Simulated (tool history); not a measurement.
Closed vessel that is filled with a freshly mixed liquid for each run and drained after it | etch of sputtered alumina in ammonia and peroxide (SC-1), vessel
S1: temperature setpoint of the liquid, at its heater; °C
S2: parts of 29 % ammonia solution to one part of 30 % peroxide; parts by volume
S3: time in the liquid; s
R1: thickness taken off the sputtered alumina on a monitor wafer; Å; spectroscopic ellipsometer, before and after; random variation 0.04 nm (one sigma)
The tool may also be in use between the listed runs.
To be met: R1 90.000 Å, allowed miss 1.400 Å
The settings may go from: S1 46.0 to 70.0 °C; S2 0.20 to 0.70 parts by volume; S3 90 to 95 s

run,hour,S1,S2,S3,R1
1,0.0,62.0,0.40,90,81.901
2,0.7,56.0,0.40,90,59.875
3,7.2,58.5,0.40,90,68.451
4,9.3,58.5,0.45,90,69.658
5,13.2,58.5,0.60,90,71.916
6,18.7,60.0,0.60,90,77.719
7,23.1,61.0,0.60,90,82.099
8,28.9,61.5,0.60,90,84.217
9,31.4,62.0,0.60,90,85.139
10,38.5,62.5,0.60,90,87.699

5 next moves are on the table. One of them brings every result within its allowed miss. Which?
A,45.6,61.0,0.65,95,?
B,45.6,61.0,0.60,95,?
C,45.6,62.0,0.60,90,?
D,45.6,60.5,0.65,95,?
E,45.6,63.0,0.55,90,?

move,R1
A,86.423
B,85.773
C,85.492
D,84.245
E,89.182
A: further off than the last run
B: further off than the last run
C: further off than the last run
D: further off than the last run
E: meets every target
Move E is the one to make.
